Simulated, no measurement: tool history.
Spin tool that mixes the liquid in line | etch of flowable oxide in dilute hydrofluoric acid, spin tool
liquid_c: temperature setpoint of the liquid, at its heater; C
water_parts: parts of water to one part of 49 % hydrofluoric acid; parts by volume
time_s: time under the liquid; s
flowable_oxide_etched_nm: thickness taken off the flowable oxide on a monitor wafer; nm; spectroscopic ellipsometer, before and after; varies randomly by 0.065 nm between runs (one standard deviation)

{"run": 1, "hour": 0.0, "liquid_c": 22, "water_parts": 285, "time_s": 95, "flowable_oxide_etched_nm": 10.89}
{"run": 2, "hour": 0.7, "liquid_c": 22, "water_parts": 285, "time_s": 100, "flowable_oxide_etched_nm": 11.349}
{"run": 3, "hour": 3.3, "liquid_c": 20, "water_parts": 285, "time_s": 100, "flowable_oxide_etched_nm": 10.45}
{"run": 4, "hour": 11.6, "liquid_c": 20, "water_parts": 205, "time_s": 100, "flowable_oxide_etched_nm": 15.648}
{"run": 5, "hour": 15.2, "liquid_c": 19, "water_parts": 240, "time_s": 100, "flowable_oxide_etched_nm": 12.515}
{"run": 6, "hour": 22.4, "liquid_c": 19, "water_parts": 160, "time_s": 100, "flowable_oxide_etched_nm": 20.198}

Estimate the outcome of run 7 from the log above:
{"run": 7, "hour": 24.9, "liquid_c": 19, "water_parts": 160, "time_s": 100, "flowable_oxide_etched_nm": "?"}

flowable_oxide_etched_nm: 20.253 nm
